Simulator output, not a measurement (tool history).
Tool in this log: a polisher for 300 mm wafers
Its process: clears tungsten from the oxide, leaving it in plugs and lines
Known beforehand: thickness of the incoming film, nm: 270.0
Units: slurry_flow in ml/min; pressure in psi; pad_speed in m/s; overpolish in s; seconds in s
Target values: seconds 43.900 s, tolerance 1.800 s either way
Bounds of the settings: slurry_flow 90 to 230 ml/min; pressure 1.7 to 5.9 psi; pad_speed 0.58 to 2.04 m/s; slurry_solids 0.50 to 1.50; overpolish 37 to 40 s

run 1 day=0.000 | slurry_flow=150 pressure=3.8 pad_speed=1.30 slurry_solids=1.00 overpolish=37 | seconds=52.554
run 2 day=0.067 | slurry_flow=135 pressure=3.8 pad_speed=1.30 slurry_solids=1.00 overpolish=37 | seconds=54.348
run 3 day=0.288 | slurry_flow=140 pressure=3.9 pad_speed=1.30 slurry_solids=1.00 overpolish=37 | seconds=52.306
run 4 day=0.388 | slurry_flow=140 pressure=3.9 pad_speed=1.30 slurry_solids=1.10 overpolish=37 | seconds=50.058
run 5 day=0.662 | slurry_flow=145 pressure=4.0 pad_speed=1.30 slurry_solids=1.10 overpolish=37 | seconds=49.513
run 6 day=0.767 | slurry_flow=145 pressure=4.0 pad_speed=1.00 slurry_solids=1.10 overpolish=37 | seconds=61.500
run 7 day=0.896 | slurry_flow=155 pressure=5.0 pad_speed=1.04 slurry_solids=1.10 overpolish=37 | seconds=48.244
run 8 day=1.112 | slurry_flow=155 pressure=5.1 pad_speed=1.04 slurry_solids=1.10 overpolish=37 | seconds=46.667
run 9 day=1.321 | slurry_flow=155 pressure=5.2 pad_speed=1.04 slurry_solids=1.10 overpolish=37 | seconds=45.853

Below are 4 possible settings for the next run. Only one of them brings all results inside the allowed miss of their targets. Which is it?
run A day=1.529 | slurry_flow=170 pressure=4.3 pad_speed=1.10 slurry_solids=1.25 overpolish=40 | seconds=?
run B day=1.529 | slurry_flow=120 pressure=5.6 pad_speed=1.02 slurry_solids=1.00 overpolish=38 | seconds=?
run C day=1.529 | slurry_flow=160 pressure=5.6 pad_speed=0.98 slurry_solids=1.15 overpolish=37 | seconds=?
run D day=1.529 | slurry_flow=165 pressure=4.9 pad_speed=1.08 slurry_solids=1.05 overpolish=37 | seconds=?

move=A seconds=49.782
move=B seconds=47.423
move=C seconds=44.571
move=D seconds=47.392
A: its largest miss is bigger than the last run's
B: its largest miss is bigger than the last run's
C: all results land within tolerance of their targets
D: its largest miss is bigger than the last run's
Move C is the one to make.
